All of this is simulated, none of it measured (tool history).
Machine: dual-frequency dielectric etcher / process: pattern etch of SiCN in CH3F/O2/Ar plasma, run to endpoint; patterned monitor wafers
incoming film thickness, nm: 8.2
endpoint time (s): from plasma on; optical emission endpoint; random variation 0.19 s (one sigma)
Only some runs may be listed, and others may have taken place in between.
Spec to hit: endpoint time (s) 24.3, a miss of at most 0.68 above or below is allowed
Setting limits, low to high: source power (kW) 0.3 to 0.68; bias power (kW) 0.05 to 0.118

| run | hour | source power (kW) | bias power (kW) | endpoint time (s) |
|---|---|---|---|---|
| 1 | 0 | 0.49 | 0.084 | 20.242 |
| 2 | 2.7 | 0.44 | 0.079 | 21.692 |
| 3 | 10.6 | 0.41 | 0.077 | 22.453 |
| 4 | 18.9 | 0.49 | 0.077 | 20.87 |
| 5 | 26.4 | 0.45 | 0.075 | 22.14 |
| 6 | 28.3 | 0.45 | 0.088 | 20.19 |
| 7 | 34.4 | 0.41 | 0.083 | 21.572 |
| 8 | 42.7 | 0.38 | 0.08 | 22.352 |
| 9 | 50.1 | 0.3 | 0.071 | 26.036 |

Which one of the following 4 next-run settings gets every result inside its allowed miss? There is exactly one.
| A | 57.5 | 0.36 | 0.064 | ? |
| B | 57.5 | 0.34 | 0.068 | ? |
| C | 57.5 | 0.32 | 0.068 | ? |
| D | 57.5 | 0.44 | 0.062 | ? |

| move | endpoint time (s) |
|---|---|
| A | 25.435 |
| B | 25.304 |
| C | 25.902 |
| D | 23.862 |
A: an improvement on the last run, though not all results are within tolerance
B: an improvement on the last run, though not all results are within tolerance
C: an improvement on the last run, though not all results are within tolerance
D: hits every target within its allowed miss
Correct choice: D, which meets every target

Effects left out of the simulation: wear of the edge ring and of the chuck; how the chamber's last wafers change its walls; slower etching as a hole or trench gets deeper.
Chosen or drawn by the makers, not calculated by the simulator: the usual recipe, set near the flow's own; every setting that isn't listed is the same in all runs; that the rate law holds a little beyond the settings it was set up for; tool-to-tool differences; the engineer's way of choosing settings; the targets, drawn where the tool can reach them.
